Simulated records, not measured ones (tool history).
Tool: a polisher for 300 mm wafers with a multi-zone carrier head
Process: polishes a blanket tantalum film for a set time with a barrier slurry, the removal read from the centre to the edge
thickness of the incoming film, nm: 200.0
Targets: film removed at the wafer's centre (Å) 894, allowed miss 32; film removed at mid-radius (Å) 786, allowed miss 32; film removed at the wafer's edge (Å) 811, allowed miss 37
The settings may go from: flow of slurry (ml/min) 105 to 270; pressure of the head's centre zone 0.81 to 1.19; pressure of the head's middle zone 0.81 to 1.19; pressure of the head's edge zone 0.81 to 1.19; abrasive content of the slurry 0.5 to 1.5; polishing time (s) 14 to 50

run    day  flow of slurry (ml/min)  pressure of the head's centre zone  pressure of the head's middle zone  pressure of the head's edge zone  abrasive content of the slurry  polishing time (s)  film removed at the wafer's centre (Å)  film removed at mid-radius (Å)  film removed at the wafer's edge (Å)
  1      0                      175                                   1                                   1                                 1                               1                  32                                  582.78                          597.46                                572.73
  2  0.079                      175                                   1                                   1                                 1                               1                  25                                  456.83                          461.24                                454.11
  3  0.446                      185                                1.04                                   1                              1.05                            1.15                  29                                  569.82                          553.49                                537.55
  4  0.733                      185                                1.04                                0.95                              1.05                            1.15                  29                                  575.54                          538.32                                554.95
  5   1.05                      185                                1.04                                0.95                              0.99                            1.15                  29                                  569.33                          540.32                                531.59
  6  1.321                      190                                1.06                                0.94                              1.03                            1.25                  32                                  647.25                          597.76                                 622.1
  7  1.358                      200                                1.09                                0.95                              1.05                            1.35                  34                                  725.45                             648                                674.72
  8  1.479                      205                                 1.1                                0.96                              1.06                             1.4                  36                                  788.86                          697.84                                712.46
  9  1.721                      205                                 1.1                                0.96                              1.06                             1.4                  36                                  789.38                          702.29                                725.21

5 next moves are on the table. One of them brings every result within its allowed miss. Which?
  A  1.962                      180                                1.15                                0.85                              1.14                            1.45                  38                                       ?                               ?                                     ?
  B  1.962                      210                                1.11                                   1                               0.9                             1.3                  39                                       ?                               ?                                     ?
  C  1.962                      210                                 1.1                                1.03                              1.05                             1.5                  38                                       ?                               ?                                     ?
  D  1.962                      160                                1.07                                0.91                              0.97                             1.5                  43                                       ?                               ?                                     ?
  E  1.962                      215                                1.09                                1.07                              0.98                            1.45                  31                                       ?                               ?                                     ?

move  film removed at the wafer's centre (Å)  film removed at mid-radius (Å)  film removed at the wafer's edge (Å)
   A                                  862.68                          662.37                                781.84
   B                                  852.55                          767.71                                 707.7
   C                                  844.73                          785.51                                 761.1
   D                                  901.79                          785.83                                814.09
   E                                   680.6                          658.19                                597.51
A: brings the result that was furthest off to its target, and leaves another outside
B: nearer than the last run, and not there yet
C: nearer than the last run, and not there yet
D: meets every target
E: further off than the last run
The right move is D.

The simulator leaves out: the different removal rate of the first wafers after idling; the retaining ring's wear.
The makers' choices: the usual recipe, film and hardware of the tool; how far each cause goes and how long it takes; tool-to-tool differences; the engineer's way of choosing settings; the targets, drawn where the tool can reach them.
